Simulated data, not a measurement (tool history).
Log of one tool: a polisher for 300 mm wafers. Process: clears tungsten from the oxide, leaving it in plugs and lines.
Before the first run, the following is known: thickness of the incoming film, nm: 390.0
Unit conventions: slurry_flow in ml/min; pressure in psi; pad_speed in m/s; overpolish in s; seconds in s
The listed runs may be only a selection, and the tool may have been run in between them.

| run | hour | slurry_flow | pressure | pad_speed | slurry_solids | overpolish | seconds |
|---|---|---|---|---|---|---|---|
| 1 | 0 | 305 | 4.7 | 0.98 | 1 | 22 | 69.845 |
| 2 | 1.6 | 305 | 4.7 | 1.12 | 1 | 22 | 59.733 |
| 3 | 10.6 | 305 | 4.7 | 1.12 | 1 | 23 | 61.234 |
| 4 | 17.6 | 305 | 5.3 | 1.12 | 1 | 23 | 56.166 |
| 5 | 19.7 | 305 | 5.3 | 1.12 | 0.9 | 23 | 55.52 |
| 6 | 20.4 | 305 | 5.3 | 1.12 | 0.8 | 23 | 58.635 |

Forecast run 7:
| 7 | 25.5 | 305 | 5.8 | 1.14 | 0.8 | 23 | ? |

seconds: 52.691 s

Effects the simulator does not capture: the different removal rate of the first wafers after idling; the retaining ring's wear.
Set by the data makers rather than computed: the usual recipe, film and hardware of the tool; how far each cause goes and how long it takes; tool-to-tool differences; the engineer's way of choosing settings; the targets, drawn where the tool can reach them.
